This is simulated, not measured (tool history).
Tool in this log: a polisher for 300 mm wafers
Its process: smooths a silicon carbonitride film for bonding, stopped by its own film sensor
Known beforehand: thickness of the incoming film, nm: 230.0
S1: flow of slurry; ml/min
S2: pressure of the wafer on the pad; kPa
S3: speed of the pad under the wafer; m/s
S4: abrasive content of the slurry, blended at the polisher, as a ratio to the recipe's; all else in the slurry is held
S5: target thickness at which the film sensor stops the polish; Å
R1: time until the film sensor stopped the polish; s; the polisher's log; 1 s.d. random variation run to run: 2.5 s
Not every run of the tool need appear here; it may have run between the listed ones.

run  hour   S1    S2    S3    S4    S5      R1
  1     0  175  12.4  1.04     1  1900  179.42
  2   5.8  175  12.4   1.2     1  1900  160.43
  3  10.2  175  12.4   1.2     1  1880  168.47
  4  11.3  175  12.4   1.2  1.15  1880   154.4
  5  15.6  175    11   1.2  1.15  1880  167.34
  6  19.8  175   9.7  1.18  1.15  1880  195.42
  7  25.4  175     9  1.18  1.15  1880  202.97
  8  25.9  175   8.3  1.18  1.15  1880   221.6
  9  29.2  170   7.6  1.18  1.15  1880   235.9

What will run 10 give?
 10  37.6  165  7.6  1.18  1.15  1880   ?

{"run 10": {"R1": 236.1}}
